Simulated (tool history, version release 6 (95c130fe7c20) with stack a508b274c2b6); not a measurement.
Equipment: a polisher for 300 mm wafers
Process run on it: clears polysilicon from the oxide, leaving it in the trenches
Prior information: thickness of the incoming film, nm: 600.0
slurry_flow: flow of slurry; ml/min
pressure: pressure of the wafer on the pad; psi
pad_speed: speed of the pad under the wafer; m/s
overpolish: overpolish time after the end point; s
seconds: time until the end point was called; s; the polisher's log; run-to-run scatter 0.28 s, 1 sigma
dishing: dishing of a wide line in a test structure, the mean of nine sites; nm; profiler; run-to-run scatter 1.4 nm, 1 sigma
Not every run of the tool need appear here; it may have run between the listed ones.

run	day	slurry_flow	pressure	pad_speed	overpolish	seconds	dishing
1	0.000	255	2.7	1.20	17	41.853	67.854
2	0.275	255	2.8	1.20	17	40.667	69.849
3	0.338	255	2.9	1.20	15	39.980	66.315
4	0.638	255	3.0	1.20	15	38.174	66.898
5	0.804	255	2.4	1.20	15	47.407	63.339
6	0.933	255	2.6	1.20	15	43.154	63.513
7	1.225	255	2.8	1.20	15	40.306	68.555
8	1.512	255	2.8	1.20	15	41.501	69.147
9	1.554	255	2.9	1.24	14	38.274	66.155
10	1.658	255	3.0	1.24	14	37.147	68.559
11	1.996	255	3.1	1.24	13	36.049	66.696
12	2.333	255	3.2	1.24	13	34.981	66.373
13	2.629	255	3.3	1.24	13	34.057	67.180
14	2.825	255	3.4	1.24	13	32.809	67.281
15	2.938	260	3.6	1.24	13	31.315	67.753

What will run 16 give?
# day 3.196: worn pad replaced by a new one
16	3.196	260	3.7	1.24	13	?	?

Run 16 gave seconds 28.798 s, dishing 71.253 nm.
